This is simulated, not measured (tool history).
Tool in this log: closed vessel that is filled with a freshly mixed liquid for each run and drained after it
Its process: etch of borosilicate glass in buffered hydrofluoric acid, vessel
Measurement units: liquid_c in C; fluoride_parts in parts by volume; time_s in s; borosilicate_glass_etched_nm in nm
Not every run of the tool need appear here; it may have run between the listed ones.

Run 1, hour 0: liquid_c 22 C, fluoride_parts 18.5 parts by volume, time_s 90 s. Result: borosilicate_glass_etched_nm 56.407 nm.
Run 2, hour 1: liquid_c 22 C, fluoride_parts 18.5 parts by volume, time_s 100 s. Result: borosilicate_glass_etched_nm 63.38 nm.
Run 3, hour 7.5: liquid_c 21 C, fluoride_parts 20.5 parts by volume, time_s 100 s. Result: borosilicate_glass_etched_nm 54.702 nm.
Run 4, hour 12.1: liquid_c 20 C, fluoride_parts 22 parts by volume, time_s 100 s. Result: borosilicate_glass_etched_nm 48.9 nm.
Run 5, hour 14: liquid_c 19.5 C, fluoride_parts 23 parts by volume, time_s 100 s. Result: borosilicate_glass_etched_nm 46.702 nm.
Run 6, hour 22: liquid_c 17 C, fluoride_parts 23 parts by volume, time_s 100 s. Result: borosilicate_glass_etched_nm 40.395 nm.
Run 7, hour 27.1: liquid_c 17 C, fluoride_parts 24 parts by volume, time_s 100 s. Result: borosilicate_glass_etched_nm 39.169 nm.

The next listed run, before its measurement:
Run 8, hour 34.9: liquid_c 17 C, fluoride_parts 25 parts by volume, time_s 100 s. Result: borosilicate_glass_etched_nm ?.

borosilicate_glass_etched_nm: 37.673 nm

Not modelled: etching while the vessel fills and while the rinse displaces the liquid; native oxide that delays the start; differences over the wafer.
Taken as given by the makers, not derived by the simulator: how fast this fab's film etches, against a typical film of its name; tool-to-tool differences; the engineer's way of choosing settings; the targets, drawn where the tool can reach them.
